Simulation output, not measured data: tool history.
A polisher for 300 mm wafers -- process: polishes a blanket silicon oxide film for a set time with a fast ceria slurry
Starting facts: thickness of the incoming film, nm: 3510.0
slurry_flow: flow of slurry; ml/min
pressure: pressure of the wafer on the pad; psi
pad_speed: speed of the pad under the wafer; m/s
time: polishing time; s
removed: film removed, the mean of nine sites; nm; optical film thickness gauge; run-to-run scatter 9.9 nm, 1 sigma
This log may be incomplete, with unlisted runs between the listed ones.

Run 1, hour 0: slurry_flow 320 ml/min, pressure 1.7 psi, pad_speed 0.82 m/s, time 118 s. Result: removed 841.3 nm.
Run 2, hour 2.2: slurry_flow 320 ml/min, pressure 1.5 psi, pad_speed 0.82 m/s, time 118 s. Result: removed 758.06 nm.
Run 3, hour 5.4: slurry_flow 320 ml/min, pressure 1.9 psi, pad_speed 0.82 m/s, time 118 s. Result: removed 932.43 nm.
Run 4, hour 13.4: slurry_flow 320 ml/min, pressure 2.1 psi, pad_speed 0.82 m/s, time 118 s. Result: removed 1009.8 nm.
Run 5, hour 16.7: slurry_flow 320 ml/min, pressure 2.2 psi, pad_speed 0.84 m/s, time 118 s. Result: removed 1075.7 nm.
Run 6, hour 19.7: slurry_flow 320 ml/min, pressure 2.3 psi, pad_speed 0.86 m/s, time 118 s. Result: removed 1157.2 nm.

Predict the results of run 7:
Run 7, hour 26.2: slurry_flow 320 ml/min, pressure 2.4 psi, pad_speed 0.88 m/s, time 118 s. Result: removed ?.

Run 7 produced removed 1226.9 nm.

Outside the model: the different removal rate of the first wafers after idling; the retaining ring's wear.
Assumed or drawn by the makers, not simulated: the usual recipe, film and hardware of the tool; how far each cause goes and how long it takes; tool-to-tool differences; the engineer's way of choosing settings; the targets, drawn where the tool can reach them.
